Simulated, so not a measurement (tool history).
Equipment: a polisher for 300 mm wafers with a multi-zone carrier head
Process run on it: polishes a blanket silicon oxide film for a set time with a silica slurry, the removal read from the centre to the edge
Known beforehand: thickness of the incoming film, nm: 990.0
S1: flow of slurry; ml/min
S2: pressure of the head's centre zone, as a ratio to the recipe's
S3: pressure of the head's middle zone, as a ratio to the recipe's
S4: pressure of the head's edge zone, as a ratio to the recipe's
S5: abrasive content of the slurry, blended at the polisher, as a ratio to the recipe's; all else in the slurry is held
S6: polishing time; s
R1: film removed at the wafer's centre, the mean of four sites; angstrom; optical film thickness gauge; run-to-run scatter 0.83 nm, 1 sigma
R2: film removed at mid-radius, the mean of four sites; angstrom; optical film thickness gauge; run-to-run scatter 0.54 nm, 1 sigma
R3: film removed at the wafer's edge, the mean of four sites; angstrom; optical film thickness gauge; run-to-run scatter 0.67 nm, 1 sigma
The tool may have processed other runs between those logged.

{"run": 1, "day": 0.0, "S1": 160, "S2": 1.0, "S3": 1.0, "S4": 1.0, "S5": 1.0, "S6": 42, "R1": 852.37, "R2": 830.62, "R3": 858.92}
{"run": 2, "day": 0.317, "S1": 160, "S2": 1.0, "S3": 1.0, "S4": 1.0, "S5": 1.0, "S6": 36, "R1": 745.6, "R2": 736.12, "R3": 730.15}
{"run": 3, "day": 0.475, "S1": 155, "S2": 1.01, "S3": 0.99, "S4": 0.97, "S5": 0.95, "S6": 36, "R1": 722.94, "R2": 702.68, "R3": 702.28}
{"run": 4, "day": 0.712, "S1": 155, "S2": 0.96, "S3": 0.99, "S4": 0.97, "S5": 0.95, "S6": 36, "R1": 690.73, "R2": 699.77, "R3": 713.95}
{"run": 5, "day": 1.012, "S1": 155, "S2": 0.96, "S3": 1.04, "S4": 0.97, "S5": 0.95, "S6": 36, "R1": 699.81, "R2": 730.71, "R3": 699.72}
{"run": 6, "day": 1.129, "S1": 150, "S2": 0.99, "S3": 1.02, "S4": 0.95, "S5": 0.95, "S6": 36, "R1": 705.59, "R2": 706.68, "R3": 696.03}
{"run": 7, "day": 1.204, "S1": 145, "S2": 1.02, "S3": 1.02, "S4": 0.93, "S5": 0.95, "S6": 36, "R1": 720.48, "R2": 708.52, "R3": 691.02}
{"run": 8, "day": 1.579, "S1": 135, "S2": 1.12, "S3": 0.95, "S4": 0.83, "S5": 0.75, "S6": 36, "R1": 686.88, "R2": 584.93, "R3": 585.63}
{"run": 9, "day": 1.7, "S1": 140, "S2": 1.12, "S3": 0.96, "S4": 0.84, "S5": 0.75, "S6": 36, "R1": 688.36, "R2": 600.01, "R3": 589.18}
{"run": 10, "day": 1.992, "S1": 145, "S2": 1.12, "S3": 0.96, "S4": 0.85, "S5": 0.75, "S6": 36, "R1": 703.04, "R2": 599.58, "R3": 583.09}
{"run": 11, "day": 2.321, "S1": 145, "S2": 1.12, "S3": 0.96, "S4": 0.86, "S5": 0.75, "S6": 36, "R1": 702.72, "R2": 596.82, "R3": 588.16}
{"run": 12, "day": 2.546, "S1": 145, "S2": 1.12, "S3": 0.96, "S4": 0.87, "S5": 0.75, "S6": 36, "R1": 711.21, "R2": 603.79, "R3": 604.91}

What does the tool deliver on the next run?
{"run": 13, "day": 2.896, "S1": 150, "S2": 1.12, "S3": 0.97, "S4": 0.87, "S5": 0.75, "S6": 36, "R1": "?", "R2": "?", "R3": "?"}

Run 13 measured R1 717.89 angstrom, R2 604.62 angstrom, R3 612.42 angstrom.
